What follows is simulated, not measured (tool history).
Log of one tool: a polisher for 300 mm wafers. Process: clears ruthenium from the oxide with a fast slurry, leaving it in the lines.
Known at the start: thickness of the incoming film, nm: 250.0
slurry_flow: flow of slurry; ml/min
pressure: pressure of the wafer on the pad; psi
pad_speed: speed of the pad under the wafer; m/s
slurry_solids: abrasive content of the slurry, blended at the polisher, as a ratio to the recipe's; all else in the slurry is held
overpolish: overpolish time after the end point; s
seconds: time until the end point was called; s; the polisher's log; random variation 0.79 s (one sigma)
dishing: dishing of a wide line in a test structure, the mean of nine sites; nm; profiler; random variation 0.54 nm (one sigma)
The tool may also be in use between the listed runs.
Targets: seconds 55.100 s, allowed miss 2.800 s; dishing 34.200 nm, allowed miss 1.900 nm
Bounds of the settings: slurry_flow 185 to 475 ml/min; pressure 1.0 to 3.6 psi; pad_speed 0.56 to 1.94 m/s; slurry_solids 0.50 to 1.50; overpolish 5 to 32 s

Run 1, hour 0.0: slurry_flow 305 ml/min, pressure 2.3 psi, pad_speed 1.24 m/s, slurry_solids 1.00, overpolish 16 s. Result: seconds 73.601 s, dishing 27.747 nm.
Run 2, hour 7.5: slurry_flow 305 ml/min, pressure 2.4 psi, pad_speed 1.24 m/s, slurry_solids 1.00, overpolish 16 s. Result: seconds 71.655 s, dishing 28.223 nm.
Run 3, hour 8.4: slurry_flow 305 ml/min, pressure 2.4 psi, pad_speed 1.24 m/s, slurry_solids 0.90, overpolish 16 s. Result: seconds 72.660 s, dishing 26.737 nm.
Run 4, hour 10.5: slurry_flow 360 ml/min, pressure 2.4 psi, pad_speed 1.24 m/s, slurry_solids 0.90, overpolish 16 s. Result: seconds 72.891 s, dishing 27.668 nm.
Run 5, hour 16.2: slurry_flow 360 ml/min, pressure 2.4 psi, pad_speed 1.24 m/s, slurry_solids 0.90, overpolish 23 s. Result: seconds 72.752 s, dishing 32.984 nm.
Run 6, hour 20.1: slurry_flow 360 ml/min, pressure 2.6 psi, pad_speed 1.24 m/s, slurry_solids 0.90, overpolish 23 s. Result: seconds 67.907 s, dishing 33.784 nm.
Run 7, hour 20.8: slurry_flow 360 ml/min, pressure 2.7 psi, pad_speed 1.24 m/s, slurry_solids 0.90, overpolish 23 s. Result: seconds 65.666 s, dishing 34.261 nm.
Run 8, hour 26.8: slurry_flow 360 ml/min, pressure 2.8 psi, pad_speed 1.24 m/s, slurry_solids 0.90, overpolish 23 s. Result: seconds 65.119 s, dishing 35.190 nm.

5 next moves are on the table. One of them brings every result within its allowed miss. Which?
Run A, hour 32.8: slurry_flow 320 ml/min, pressure 3.3 psi, pad_speed 0.96 m/s, slurry_solids 0.95, overpolish 21 s. Result: seconds ?, dishing ?.
Run B, hour 32.8: slurry_flow 365 ml/min, pressure 2.8 psi, pad_speed 1.42 m/s, slurry_solids 0.55, overpolish 26 s. Result: seconds ?, dishing ?.
Run C, hour 32.8: slurry_flow 385 ml/min, pressure 2.7 psi, pad_speed 0.96 m/s, slurry_solids 1.15, overpolish 29 s. Result: seconds ?, dishing ?.
Run D, hour 32.8: slurry_flow 365 ml/min, pressure 2.5 psi, pad_speed 1.02 m/s, slurry_solids 0.90, overpolish 27 s. Result: seconds ?, dishing ?.
Run E, hour 32.8: slurry_flow 435 ml/min, pressure 2.8 psi, pad_speed 1.48 m/s, slurry_solids 0.80, overpolish 19 s. Result: seconds ?, dishing ?.

move  seconds  dishing
   A   72.833   32.132
   B   67.356   36.132
   C   76.796   35.858
   D   83.886   33.722
   E   55.164   34.656
A: further off than the last run
B: further off than the last run
C: further off than the last run
D: further off than the last run
E: meets every target
Move E is the one to make.

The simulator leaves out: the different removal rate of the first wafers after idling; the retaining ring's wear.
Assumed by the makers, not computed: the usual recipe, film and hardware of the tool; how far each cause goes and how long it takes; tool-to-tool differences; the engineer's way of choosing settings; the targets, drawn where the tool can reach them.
